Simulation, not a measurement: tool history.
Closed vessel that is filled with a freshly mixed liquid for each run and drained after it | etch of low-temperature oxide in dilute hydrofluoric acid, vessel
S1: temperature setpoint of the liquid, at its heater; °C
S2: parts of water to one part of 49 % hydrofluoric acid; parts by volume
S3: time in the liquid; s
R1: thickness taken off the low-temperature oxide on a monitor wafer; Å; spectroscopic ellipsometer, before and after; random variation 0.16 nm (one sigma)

{"run": 1, "hour": 0.0, "S1": 21, "S2": 245, "S3": 350, "R1": 138.68}
{"run": 2, "hour": 7.2, "S1": 22.5, "S2": 240, "S3": 350, "R1": 152.75}
{"run": 3, "hour": 10.0, "S1": 22.5, "S2": 190, "S3": 350, "R1": 201.89}
{"run": 4, "hour": 18.1, "S1": 22.5, "S2": 190, "S3": 350, "R1": 202.43}
{"run": 5, "hour": 21.3, "S1": 22, "S2": 190, "S3": 350, "R1": 193.75}
{"run": 6, "hour": 29.3, "S1": 22, "S2": 190, "S3": 265, "R1": 149.92}

Run 7 comes next. What will it give?
{"run": 7, "hour": 33.1, "S1": 23, "S2": 190, "S3": 265, "R1": "?"}

R1: 155.89 Å
